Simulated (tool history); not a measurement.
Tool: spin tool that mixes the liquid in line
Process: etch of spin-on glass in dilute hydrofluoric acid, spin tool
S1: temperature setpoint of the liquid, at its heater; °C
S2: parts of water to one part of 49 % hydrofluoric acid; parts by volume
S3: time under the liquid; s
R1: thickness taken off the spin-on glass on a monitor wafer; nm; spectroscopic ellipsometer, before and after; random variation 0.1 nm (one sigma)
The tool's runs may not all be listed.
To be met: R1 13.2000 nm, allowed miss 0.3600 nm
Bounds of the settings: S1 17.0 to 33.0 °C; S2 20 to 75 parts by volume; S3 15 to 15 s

run 1 hour=0.0 | S1=25.0 S2=45 S3=15 | R1=9.7492
run 2 hour=3.0 | S1=25.0 S2=45 S3=15 | R1=9.8741
run 3 hour=11.0 | S1=25.0 S2=40 S3=15 | R1=11.1500
run 4 hour=11.7 | S1=26.0 S2=40 S3=15 | R1=11.5800
run 5 hour=13.9 | S1=26.0 S2=40 S3=15 | R1=11.8220
run 6 hour=18.3 | S1=26.0 S2=40 S3=15 | R1=11.7380
run 7 hour=24.9 | S1=26.5 S2=40 S3=15 | R1=11.8180
run 8 hour=29.9 | S1=30.0 S2=40 S3=15 | R1=13.7100

Which of these 4 next moves meets every target?
run A hour=34.9 | S1=28.0 S2=35 S3=15 | R1=?
run B hour=34.9 | S1=30.5 S2=40 S3=15 | R1=?
run C hour=34.9 | S1=32.0 S2=45 S3=15 | R1=?
run D hour=34.9 | S1=27.5 S2=35 S3=15 | R1=?

move=A R1=14.5870
move=B R1=14.0210
move=C R1=13.1270
move=D R1=14.2900
A: further off than the last run
B: further off than the last run
C: meets every target
D: further off than the last run
Move C is the one to make.
